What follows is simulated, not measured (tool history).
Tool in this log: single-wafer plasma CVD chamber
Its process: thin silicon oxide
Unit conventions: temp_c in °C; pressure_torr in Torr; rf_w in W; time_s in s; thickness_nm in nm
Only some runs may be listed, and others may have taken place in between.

Run 1, hour 0: temp_c 390 °C, pressure_torr 0.676 Torr, rf_w 210 W, time_s 7.13 s. Result: thickness_nm 9.4989 nm.
Run 2, hour 4.8: temp_c 390 °C, pressure_torr 0.713 Torr, rf_w 210 W, time_s 7.13 s. Result: thickness_nm 10.104 nm.
Run 3, hour 9.1: temp_c 390 °C, pressure_torr 0.739 Torr, rf_w 210 W, time_s 7.13 s. Result: thickness_nm 10.457 nm.
Run 4, hour 10: temp_c 390 °C, pressure_torr 0.739 Torr, rf_w 210 W, time_s 7.13 s. Result: thickness_nm 10.371 nm.
Run 5, hour 16.2: temp_c 390 °C, pressure_torr 0.739 Torr, rf_w 230 W, time_s 7.13 s. Result: thickness_nm 10.904 nm.
Run 6, hour 18.7: temp_c 390 °C, pressure_torr 0.754 Torr, rf_w 230 W, time_s 7.13 s. Result: thickness_nm 11.078 nm.
Run 7, hour 21.2: temp_c 390 °C, pressure_torr 0.767 Torr, rf_w 230 W, time_s 7.13 s. Result: thickness_nm 11.323 nm.
Run 8, hour 27: temp_c 390 °C, pressure_torr 0.776 Torr, rf_w 230 W, time_s 7.13 s. Result: thickness_nm 11.474 nm.
Run 9, hour 32: temp_c 390 °C, pressure_torr 0.782 Torr, rf_w 230 W, time_s 7.13 s. Result: thickness_nm 11.44 nm.

Predict the results of run 10:
Run 10, hour 33.6: temp_c 390 °C, pressure_torr 0.79 Torr, rf_w 230 W, time_s 7.13 s. Result: thickness_nm ?.

thickness_nm: 11.629 nm
